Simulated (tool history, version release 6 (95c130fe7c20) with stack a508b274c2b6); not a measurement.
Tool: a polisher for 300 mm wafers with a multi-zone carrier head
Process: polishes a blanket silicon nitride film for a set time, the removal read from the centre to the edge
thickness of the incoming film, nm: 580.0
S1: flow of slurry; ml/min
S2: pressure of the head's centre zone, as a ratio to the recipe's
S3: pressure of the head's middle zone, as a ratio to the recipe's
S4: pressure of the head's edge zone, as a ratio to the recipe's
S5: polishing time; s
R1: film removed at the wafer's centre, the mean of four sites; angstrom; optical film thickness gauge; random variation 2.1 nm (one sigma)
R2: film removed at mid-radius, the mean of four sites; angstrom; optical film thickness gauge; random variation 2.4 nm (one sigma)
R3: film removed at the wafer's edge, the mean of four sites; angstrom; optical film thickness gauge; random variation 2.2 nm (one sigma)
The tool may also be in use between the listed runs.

| run | hour | S1 | S2 | S3 | S4 | S5 | R1 | R2 | R3 |
|---|---|---|---|---|---|---|---|---|---|
| 1 | 0 | 165 | 1 | 1 | 1 | 85 | 1757.4 | 1793.9 | 1737.2 |
| 2 | 4 | 185 | 1.04 | 1.04 | 1.04 | 90 | 1944.6 | 1987.5 | 1942.6 |
| 3 | 8.2 | 185 | 1.04 | 1.04 | 1 | 90 | 1956.6 | 1985.9 | 1872.2 |
| 4 | 15.4 | 185 | 1.04 | 1.04 | 1 | 110 | 2428.6 | 2438.3 | 2314.5 |
| 5 | 21.3 | 195 | 1.05 | 1.05 | 0.99 | 110 | 2396.5 | 2510 | 2331.7 |
| 6 | 25.1 | 195 | 1 | 1.05 | 0.99 | 110 | 2317.1 | 2436.8 | 2304.1 |
| 7 | 27.1 | 200 | 1.04 | 1.05 | 0.97 | 110 | 2432.6 | 2498.5 | 2286 |

Forecast run 8:
| 8 | 35.2 | 210 | 1.06 | 1.05 | 0.97 | 110 | ? | ? | ? |

R1: 2501.5 angstrom
R2: 2551.2 angstrom
R3: 2326.1 angstrom

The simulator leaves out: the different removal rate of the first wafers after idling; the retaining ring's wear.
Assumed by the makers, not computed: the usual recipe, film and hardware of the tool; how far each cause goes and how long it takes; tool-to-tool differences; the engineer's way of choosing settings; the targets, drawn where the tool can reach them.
